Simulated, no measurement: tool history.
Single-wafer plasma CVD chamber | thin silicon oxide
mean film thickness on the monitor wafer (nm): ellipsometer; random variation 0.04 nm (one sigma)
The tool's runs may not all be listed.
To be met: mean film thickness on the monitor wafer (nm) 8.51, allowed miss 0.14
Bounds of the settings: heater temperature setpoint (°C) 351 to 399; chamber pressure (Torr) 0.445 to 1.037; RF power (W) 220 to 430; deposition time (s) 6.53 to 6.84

run  hour  heater temperature setpoint (°C)  chamber pressure (Torr)  RF power (W)  deposition time (s)  mean film thickness on the monitor wafer (nm)
  1     0                               375                    0.741           325                 6.84                                         11.272
  2   3.9                               375                    0.741           360                 6.84                                         11.835
  3  11.9                               375                    0.741           360                 6.53                                         11.298
  4  20.4                               365                    0.741           360                 6.53                                         11.411
  5  28.2                               365                    0.685           360                 6.53                                         10.575
  6  28.9                               365                    0.685           330                 6.53                                         10.123
  7  35.9                               365                    0.537           325                 6.53                                         8.0218
  8  41.3                               365                    0.547           325                 6.53                                         8.2681

Which of these 5 next moves meets every target?
  A  46.7                               365                    0.502           340                 6.84                                              ?
  B  46.7                               369                    0.489           360                 6.84                                              ?
  C  46.7                               370                    0.559           310                  6.8                                              ?
  D  46.7                               358                    0.557           295                 6.53                                              ?
  E  46.7                               360                    0.561           325                 6.84                                              ?

move  mean film thickness on the monitor wafer (nm)
   A                                         8.0792
   B                                         8.0737
   C                                         8.4501
   D                                         7.9526
   E                                         8.7953
A: further off than the last run
B: further off than the last run
C: meets every target
D: further off than the last run
E: takes the result that was furthest off past its target
Answer: C
